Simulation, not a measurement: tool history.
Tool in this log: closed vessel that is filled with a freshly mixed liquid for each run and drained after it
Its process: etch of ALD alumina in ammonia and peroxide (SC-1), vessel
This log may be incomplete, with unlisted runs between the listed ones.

run,hour,temperature setpoint of the liquid (°C),parts of 29 % ammonia solution to one part of 30 % peroxide (parts by volume),time in the liquid (s),thickness taken off the ALD alumina on a monitor wafer (Å)
1,0.0,61.0,0.65,30,41.039
2,0.9,63.0,0.70,30,46.890
3,9.8,63.0,0.90,30,48.048
4,15.8,64.5,0.90,30,51.661
5,19.8,64.5,1.05,30,50.914
6,22.5,65.5,1.05,30,54.333
7,24.2,66.5,1.05,30,56.429
8,29.8,67.5,1.05,30,59.300
9,37.2,68.0,1.05,30,62.003

Run 10 has not been measured yet. What should we expect?
10,45.2,68.5,1.05,30,?

Run 10 came out at thickness taken off the ALD alumina on a monitor wafer (Å) 64.021.
